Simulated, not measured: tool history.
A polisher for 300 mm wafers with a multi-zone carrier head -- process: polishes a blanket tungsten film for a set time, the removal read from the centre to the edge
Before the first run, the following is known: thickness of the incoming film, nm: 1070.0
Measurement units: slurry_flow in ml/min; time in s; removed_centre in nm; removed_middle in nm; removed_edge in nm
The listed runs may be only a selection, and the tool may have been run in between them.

run,day,slurry_flow,centre_zone,middle_zone,edge_zone,slurry_solids,time,removed_centre,removed_middle,removed_edge
1,0.000,250,1.00,1.00,1.00,1.00,55,282.17,278.16,278.68
2,0.075,250,1.00,0.99,0.97,0.90,50,242.00,244.99,243.98
3,0.342,250,1.02,0.99,0.95,0.85,46,222.99,224.08,218.86
4,0.612,245,1.03,0.98,0.93,0.80,43,211.57,201.31,202.59
5,0.762,245,1.03,0.92,0.93,0.80,43,218.24,193.53,200.71
6,1.008,245,1.03,0.92,0.93,0.95,43,217.40,198.56,208.32
7,1.375,245,1.03,0.93,0.91,0.90,40,205.49,185.04,187.25

What will run 8 give?
8,1.462,245,1.02,0.93,0.90,0.85,38,?,?,?

{"run 8": {"removed_centre": 190.55, "removed_middle": 175.36, "removed_edge": 173.91}}
